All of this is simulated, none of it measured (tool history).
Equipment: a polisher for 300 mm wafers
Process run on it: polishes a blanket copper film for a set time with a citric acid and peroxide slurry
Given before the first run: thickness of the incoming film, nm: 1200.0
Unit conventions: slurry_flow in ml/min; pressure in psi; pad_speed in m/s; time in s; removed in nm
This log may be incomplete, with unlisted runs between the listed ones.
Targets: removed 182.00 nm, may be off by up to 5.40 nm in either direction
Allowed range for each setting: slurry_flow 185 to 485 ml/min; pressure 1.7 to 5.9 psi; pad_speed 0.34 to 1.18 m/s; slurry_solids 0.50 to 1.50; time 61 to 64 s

| run | hour | slurry_flow | pressure | pad_speed | slurry_solids | time | removed |
|---|---|---|---|---|---|---|---|
| 1 | 0.0 | 310 | 3.8 | 0.76 | 1.00 | 61 | 104.58 |
| 2 | 4.7 | 240 | 3.8 | 0.76 | 1.00 | 61 | 102.71 |
| 3 | 9.0 | 240 | 3.8 | 0.76 | 1.00 | 61 | 104.14 |
| 4 | 9.9 | 240 | 4.3 | 0.76 | 1.00 | 61 | 117.99 |
| 5 | 11.2 | 240 | 4.3 | 0.76 | 1.00 | 64 | 120.82 |
| 6 | 19.7 | 240 | 4.7 | 0.78 | 1.00 | 64 | 134.68 |
| 7 | 26.4 | 240 | 5.0 | 0.80 | 1.00 | 64 | 146.83 |
|  | 30.8 | head pressure recalibrated |
| 8 | 30.8 | 240 | 5.2 | 0.80 | 1.00 | 64 | 169.56 |

Which one of the following 4 next-run settings gets every result inside its allowed miss? There is exactly one.
| A | 35.2 | 315 | 5.5 | 0.84 | 0.95 | 64 | ? |
| B | 35.2 | 200 | 5.9 | 0.68 | 1.25 | 61 | ? |
| C | 35.2 | 255 | 4.4 | 0.96 | 1.10 | 63 | ? |
| D | 35.2 | 245 | 5.0 | 0.88 | 1.15 | 63 | ? |

| move | removed |
|---|---|
| A | 189.94 |
| B | 159.93 |
| C | 170.56 |
| D | 179.26 |
A: the result that was furthest off in the last run now lies on the other side of its target
B: moves away from the targets compared with the last run
C: gains on the last run, yet a result remains outside its allowed miss
D: all results in spec
So the answer is move D, the one that meets all the targets.
